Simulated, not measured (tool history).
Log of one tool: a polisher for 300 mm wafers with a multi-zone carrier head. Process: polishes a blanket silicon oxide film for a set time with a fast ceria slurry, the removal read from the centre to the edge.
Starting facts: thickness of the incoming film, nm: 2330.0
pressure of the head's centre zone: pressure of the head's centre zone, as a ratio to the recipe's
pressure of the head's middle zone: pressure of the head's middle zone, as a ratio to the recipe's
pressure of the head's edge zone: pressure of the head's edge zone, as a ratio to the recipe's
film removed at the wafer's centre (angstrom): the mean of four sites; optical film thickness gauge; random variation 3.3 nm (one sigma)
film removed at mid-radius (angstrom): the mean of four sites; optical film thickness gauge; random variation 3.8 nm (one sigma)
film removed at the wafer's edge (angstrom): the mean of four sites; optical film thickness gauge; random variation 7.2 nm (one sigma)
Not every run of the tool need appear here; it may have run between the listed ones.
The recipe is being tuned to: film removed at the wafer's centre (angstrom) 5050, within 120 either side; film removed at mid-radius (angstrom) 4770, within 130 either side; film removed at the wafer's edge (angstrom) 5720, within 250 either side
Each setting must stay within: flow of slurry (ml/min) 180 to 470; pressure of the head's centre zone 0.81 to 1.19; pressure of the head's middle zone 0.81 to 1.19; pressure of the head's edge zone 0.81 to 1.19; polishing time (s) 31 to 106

| run | hour | flow of slurry (ml/min) | pressure of the head's centre zone | pressure of the head's middle zone | pressure of the head's edge zone | polishing time (s) | film removed at the wafer's centre (angstrom) | film removed at mid-radius (angstrom) | film removed at the wafer's edge (angstrom) |
|---|---|---|---|---|---|---|---|---|---|
| 1 | 0 | 300 | 1 | 1 | 1 | 68 | 6603.1 | 6715.6 | 6880.5 |
| 2 | 7.7 | 295 | 0.98 | 0.97 | 0.99 | 66 | 6259.5 | 6354.1 | 6560.2 |
| 3 | 11.1 | 285 | 0.97 | 0.94 | 1 | 64 | 6055.2 | 5900.6 | 6453.4 |
| 4 | 14.1 | 285 | 0.97 | 0.94 | 1 | 47 | 4405 | 4334.4 | 4652.2 |
| 5 | 17.3 | 285 | 0.93 | 0.94 | 1 | 47 | 4336.2 | 4389.2 | 4693.3 |
| 6 | 26.1 | 290 | 0.94 | 0.94 | 1.03 | 48 | 4488.9 | 4485.7 | 4810.1 |
| 7 | 29.7 | 310 | 0.93 | 0.86 | 1.13 | 57 | 5265.2 | 4974 | 6063.5 |
| 8 | 38 | 300 | 0.93 | 0.86 | 1.12 | 57 | 5266.6 | 4984 | 5985.4 |
| 9 | 43.9 | 260 | 0.91 | 0.82 | 1.07 | 56 | 5083.5 | 4679.8 | 5666.1 |

Consider the 4 candidate settings below. Which is the only one whose results all fall within their allowed miss of target?
| A | 49.8 | 245 | 0.97 | 0.9 | 0.99 | 54 | ? | ? | ? |
| B | 49.8 | 260 | 0.94 | 0.84 | 1.04 | 58 | ? | ? | ? |
| C | 49.8 | 225 | 0.91 | 0.84 | 1.06 | 58 | ? | ? | ? |
| D | 49.8 | 330 | 0.96 | 0.81 | 1.13 | 54 | ? | ? | ? |

| move | film removed at the wafer's centre (angstrom) | film removed at mid-radius (angstrom) | film removed at the wafer's edge (angstrom) |
|---|---|---|---|
| A | 4999.8 | 4742.4 | 5401 |
| B | 5306.9 | 4862.5 | 5976.6 |
| C | 5085.2 | 4767.1 | 5942.3 |
| D | 5154 | 4516.4 | 5912.2 |
A: puts the biggest miss on target and leaves a different result outside tolerance
B: puts the biggest miss on target and leaves a different result outside tolerance
C: all results in spec
D: moves away from the targets compared with the last run
C is the move that brings every result within its allowed miss.
